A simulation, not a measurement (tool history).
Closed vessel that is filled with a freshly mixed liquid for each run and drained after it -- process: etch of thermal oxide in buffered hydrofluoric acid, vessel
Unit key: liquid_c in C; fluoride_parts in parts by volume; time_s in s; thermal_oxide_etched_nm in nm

run,hour,liquid_c,fluoride_parts,time_s,thermal_oxide_etched_nm
1,0,21,16.5,90,56.713
2,5.9,22.5,16.5,90,61.583
3,8.2,20.5,16.5,90,54.29
4,17.1,17,16.5,90,44.765
5,19.3,17,15,90,49.046
6,25.8,17,16.5,90,44.936
7,32.2,21,16,90,58.324
8,38.6,21,16,90,58.295
9,42.5,25,16,90,72.48
10,51.4,25.5,16,90,74.252
11,53.9,26,16,90,76.58
12,55.4,26.5,16,90,78.504

Run 13, settings as shown, results not yet in. Your forecast:
13,60.5,26.5,16,90,?

thermal_oxide_etched_nm: 78.748 nm
